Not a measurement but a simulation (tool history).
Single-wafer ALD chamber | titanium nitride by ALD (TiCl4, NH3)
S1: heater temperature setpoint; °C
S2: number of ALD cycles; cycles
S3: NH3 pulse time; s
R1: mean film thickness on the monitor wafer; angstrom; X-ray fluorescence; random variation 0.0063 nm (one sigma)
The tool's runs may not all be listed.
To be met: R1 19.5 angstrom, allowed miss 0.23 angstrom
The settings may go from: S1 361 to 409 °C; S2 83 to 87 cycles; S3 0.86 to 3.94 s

run,day,S1,S2,S3,R1
1,0,385,87,2.4,21.246
2,0.362,375,87,2.4,21.039
3,0.642,375,83,2.4,19.941
4,1,375,87,2.4,20.991
5,1.258,375,87,2.86,21.113
6,1.562,371,86,2.56,20.756
7,1.888,368,85,2.22,20.191
8,2.038,367,84,2.14,19.79

Which of these 4 next moves meets every target?
A,2.188,367,85,2.27,?
B,2.188,366,83,2.07,?
C,2.188,361,85,2.23,?
D,2.188,361,87,1.73,?

move,R1
A,20.23
B,19.621
C,19.975
D,20.143
A: further off than the last run
B: meets every target
C: further off than the last run
D: further off than the last run
Move B is the one to make.
